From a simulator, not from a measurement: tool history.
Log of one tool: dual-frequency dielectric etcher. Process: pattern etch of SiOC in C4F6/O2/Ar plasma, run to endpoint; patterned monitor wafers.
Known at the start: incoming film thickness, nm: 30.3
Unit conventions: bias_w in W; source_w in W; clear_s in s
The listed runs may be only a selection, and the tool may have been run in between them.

run,hour,bias_w,source_w,clear_s
1,0.0,584,430,8.0948
2,7.0,536,420,8.5859
3,12.7,508,420,8.6678
4,15.5,477,420,8.9068
5,24.0,561,420,8.3136
6,28.4,523,420,8.6286

Run 7, settings as shown, results not yet in. Your forecast:
7,33.5,494,420,?

clear_s: 8.8273 s
